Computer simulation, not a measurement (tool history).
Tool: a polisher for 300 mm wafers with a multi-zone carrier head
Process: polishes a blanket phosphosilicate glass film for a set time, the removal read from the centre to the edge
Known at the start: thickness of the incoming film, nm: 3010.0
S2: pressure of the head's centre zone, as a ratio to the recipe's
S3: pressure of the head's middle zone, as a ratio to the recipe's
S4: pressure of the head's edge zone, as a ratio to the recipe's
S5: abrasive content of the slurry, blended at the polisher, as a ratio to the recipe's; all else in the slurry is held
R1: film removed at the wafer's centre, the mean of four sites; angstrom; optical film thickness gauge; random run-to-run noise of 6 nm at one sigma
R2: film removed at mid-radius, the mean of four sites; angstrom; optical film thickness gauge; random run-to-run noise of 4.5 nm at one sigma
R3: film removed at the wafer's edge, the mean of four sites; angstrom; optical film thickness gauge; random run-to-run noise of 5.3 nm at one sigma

{"run": 1, "hour": 0.0, "flow of slurry (ml/min)": 320, "S2": 1.0, "S3": 1.0, "S4": 1.0, "S5": 1.0, "polishing time (s)": 72, "R1": 6558.9, "R2": 6702.3, "R3": 6695.7}
{"run": 2, "hour": 2.4, "flow of slurry (ml/min)": 325, "S2": 0.99, "S3": 1.0, "S4": 1.01, "S5": 1.0, "polishing time (s)": 72, "R1": 6433.6, "R2": 6643.0, "R3": 6651.3}
{"run": 3, "hour": 5.1, "flow of slurry (ml/min)": 325, "S2": 0.99, "S3": 1.01, "S4": 1.02, "S5": 1.0, "polishing time (s)": 72, "R1": 6542.9, "R2": 6678.0, "R3": 6684.5}
{"run": 4, "hour": 12.5, "flow of slurry (ml/min)": 325, "S2": 0.96, "S3": 1.01, "S4": 1.02, "S5": 1.0, "polishing time (s)": 72, "R1": 6301.2, "R2": 6663.4, "R3": 6723.6}
{"run": 5, "hour": 20.8, "flow of slurry (ml/min)": 325, "S2": 0.95, "S3": 1.02, "S4": 1.03, "S5": 1.0, "polishing time (s)": 72, "R1": 6222.6, "R2": 6698.4, "R3": 6723.2}
{"hour": 26.4, "done": "worn pad replaced by a new one"}
{"run": 6, "hour": 26.4, "flow of slurry (ml/min)": 260, "S2": 0.95, "S3": 1.02, "S4": 1.03, "S5": 1.0, "polishing time (s)": 72, "R1": 6720.9, "R2": 7132.9, "R3": 7157.3}
{"run": 7, "hour": 33.0, "flow of slurry (ml/min)": 260, "S2": 0.95, "S3": 1.02, "S4": 1.03, "S5": 1.0, "polishing time (s)": 72, "R1": 6743.7, "R2": 7221.0, "R3": 7180.2}
{"run": 8, "hour": 33.6, "flow of slurry (ml/min)": 265, "S2": 0.94, "S3": 1.02, "S4": 1.03, "S5": 1.0, "polishing time (s)": 72, "R1": 6541.6, "R2": 7205.2, "R3": 7238.3}
{"run": 9, "hour": 42.2, "flow of slurry (ml/min)": 270, "S2": 0.94, "S3": 1.02, "S4": 1.03, "S5": 1.0, "polishing time (s)": 72, "R1": 6658.5, "R2": 7219.3, "R3": 7284.8}
{"run": 10, "hour": 45.1, "flow of slurry (ml/min)": 275, "S2": 0.94, "S3": 1.02, "S4": 1.03, "S5": 1.0, "polishing time (s)": 72, "R1": 6640.6, "R2": 7203.9, "R3": 7208.4}
{"run": 11, "hour": 49.6, "flow of slurry (ml/min)": 280, "S2": 0.93, "S3": 1.02, "S4": 1.03, "S5": 1.0, "polishing time (s)": 72, "R1": 6527.0, "R2": 7247.5, "R3": 7182.9}
{"run": 12, "hour": 51.0, "flow of slurry (ml/min)": 285, "S2": 0.93, "S3": 1.02, "S4": 1.03, "S5": 1.0, "polishing time (s)": 72, "R1": 6536.7, "R2": 7217.5, "R3": 7326.5}
{"run": 13, "hour": 55.4, "flow of slurry (ml/min)": 290, "S2": 0.93, "S3": 1.02, "S4": 1.03, "S5": 1.0, "polishing time (s)": 72, "R1": 6575.7, "R2": 7324.3, "R3": 7327.3}
{"run": 14, "hour": 62.3, "flow of slurry (ml/min)": 300, "S2": 0.93, "S3": 1.02, "S4": 1.03, "S5": 1.0, "polishing time (s)": 72, "R1": 6641.7, "R2": 7241.8, "R3": 7218.7}
{"run": 15, "hour": 68.9, "flow of slurry (ml/min)": 295, "S2": 0.92, "S3": 1.02, "S4": 1.03, "S5": 1.0, "polishing time (s)": 72, "R1": 6433.0, "R2": 7288.7, "R3": 7242.3}

Estimate the outcome of run 16 from the log above:
{"run": 16, "hour": 71.5, "flow of slurry (ml/min)": 300, "S2": 0.92, "S3": 1.02, "S4": 1.03, "S5": 1.0, "polishing time (s)": 72, "R1": "?", "R2": "?", "R3": "?"}

Run 16 measured R1 6408.5 angstrom, R2 7247.3 angstrom, R3 7304.9 angstrom.

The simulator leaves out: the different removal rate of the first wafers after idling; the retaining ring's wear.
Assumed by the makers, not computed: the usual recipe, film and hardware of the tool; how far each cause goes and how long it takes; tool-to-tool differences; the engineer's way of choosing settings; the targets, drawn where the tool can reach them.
